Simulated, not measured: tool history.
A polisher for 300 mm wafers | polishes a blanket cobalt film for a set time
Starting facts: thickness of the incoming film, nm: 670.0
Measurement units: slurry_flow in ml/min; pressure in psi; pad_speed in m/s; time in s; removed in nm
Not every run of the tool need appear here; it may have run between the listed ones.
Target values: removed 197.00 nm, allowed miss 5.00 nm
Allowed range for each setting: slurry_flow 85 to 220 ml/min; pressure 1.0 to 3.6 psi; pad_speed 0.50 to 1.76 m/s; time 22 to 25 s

run 1 hour=0.0 | slurry_flow=140 pressure=2.3 pad_speed=1.12 time=25 | removed=164.74
run 2 hour=8.9 | slurry_flow=140 pressure=1.8 pad_speed=1.12 time=25 | removed=143.65
run 3 hour=12.0 | slurry_flow=140 pressure=1.3 pad_speed=1.12 time=25 | removed=122.22
run 4 hour=16.0 | slurry_flow=150 pressure=1.6 pad_speed=1.12 time=25 | removed=134.13
run 5 hour=17.0 | slurry_flow=150 pressure=1.6 pad_speed=1.24 time=25 | removed=150.45
run 6 hour=20.4 | slurry_flow=150 pressure=1.6 pad_speed=1.52 time=25 | removed=181.85
run 7 hour=22.5 | slurry_flow=155 pressure=1.6 pad_speed=1.52 time=25 | removed=181.12
run 8 hour=26.9 | slurry_flow=160 pressure=1.6 pad_speed=1.52 time=25 | removed=183.49
run 9 hour=34.5 | slurry_flow=165 pressure=1.6 pad_speed=1.52 time=25 | removed=185.55
run 10 hour=40.8 | slurry_flow=170 pressure=1.6 pad_speed=1.52 time=25 | removed=185.49
run 11 hour=46.4 | slurry_flow=170 pressure=1.6 pad_speed=1.52 time=25 | removed=184.89

Which of these 4 next moves meets every target?
run A hour=52.0 | slurry_flow=175 pressure=1.5 pad_speed=1.76 time=22 | removed=?
run B hour=52.0 | slurry_flow=100 pressure=2.3 pad_speed=1.76 time=22 | removed=?
run C hour=52.0 | slurry_flow=175 pressure=1.7 pad_speed=1.64 time=25 | removed=?
run D hour=52.0 | slurry_flow=145 pressure=2.0 pad_speed=1.46 time=25 | removed=?

move=A removed=186.25
move=B removed=219.44
move=C removed=210.51
move=D removed=200.79
A: nearer than the last run, and not there yet
B: the result that was furthest off in the last run now lies on the other side of its target
C: the result that was furthest off in the last run now lies on the other side of its target
D: all results land within tolerance of their targets
The right move is D.

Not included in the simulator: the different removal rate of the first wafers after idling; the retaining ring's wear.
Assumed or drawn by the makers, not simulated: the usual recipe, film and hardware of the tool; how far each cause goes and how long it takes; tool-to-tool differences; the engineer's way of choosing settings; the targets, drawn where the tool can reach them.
